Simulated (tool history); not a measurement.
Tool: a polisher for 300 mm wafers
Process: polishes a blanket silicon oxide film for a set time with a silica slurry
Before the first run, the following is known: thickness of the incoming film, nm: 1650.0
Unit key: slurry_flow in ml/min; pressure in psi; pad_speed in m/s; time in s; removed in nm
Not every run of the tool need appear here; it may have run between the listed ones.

{"run": 1, "hour": 0.0, "slurry_flow": 225, "pressure": 4.4, "pad_speed": 1.16, "slurry_solids": 1, "time": 26, "removed": 92.465}
{"run": 2, "hour": 2.5, "slurry_flow": 225, "pressure": 4.4, "pad_speed": 1.42, "slurry_solids": 1, "time": 26, "removed": 107.28}
{"run": 3, "hour": 7.8, "slurry_flow": 220, "pressure": 4, "pad_speed": 1.34, "slurry_solids": 1, "time": 26, "removed": 95.442}
{"run": 4, "hour": 13.6, "slurry_flow": 195, "pressure": 4, "pad_speed": 1.34, "slurry_solids": 1, "time": 26, "removed": 93.213}
{"run": 5, "hour": 17.7, "slurry_flow": 190, "pressure": 3.7, "pad_speed": 1.26, "slurry_solids": 1, "time": 26, "removed": 83.11}
{"run": 6, "hour": 20.2, "slurry_flow": 185, "pressure": 3.4, "pad_speed": 1.2, "slurry_solids": 1, "time": 26, "removed": 75.878}
{"run": 7, "hour": 22.7, "slurry_flow": 180, "pressure": 3.2, "pad_speed": 1.14, "slurry_solids": 1, "time": 26, "removed": 69.874}
{"run": 8, "hour": 30.9, "slurry_flow": 180, "pressure": 3, "pad_speed": 1.08, "slurry_solids": 1, "time": 26, "removed": 64.707}
{"run": 9, "hour": 34.1, "slurry_flow": 180, "pressure": 2.8, "pad_speed": 1.04, "slurry_solids": 1, "time": 26, "removed": 59.944}
{"run": 10, "hour": 37.2, "slurry_flow": 180, "pressure": 2.7, "pad_speed": 1.02, "slurry_solids": 1, "time": 26, "removed": 57.738}
{"run": 11, "hour": 40.2, "slurry_flow": 180, "pressure": 2.6, "pad_speed": 1, "slurry_solids": 1, "time": 26, "removed": 55.388}
{"run": 12, "hour": 44.0, "slurry_flow": 180, "pressure": 2.5, "pad_speed": 0.98, "slurry_solids": 1, "time": 26, "removed": 53.571}

The next listed run, before its measurement:
{"run": 13, "hour": 49.7, "slurry_flow": 180, "pressure": 2.4, "pad_speed": 0.96, "slurry_solids": 1, "time": 26, "removed": "?"}

{"run 13": {"removed": 51.707}}
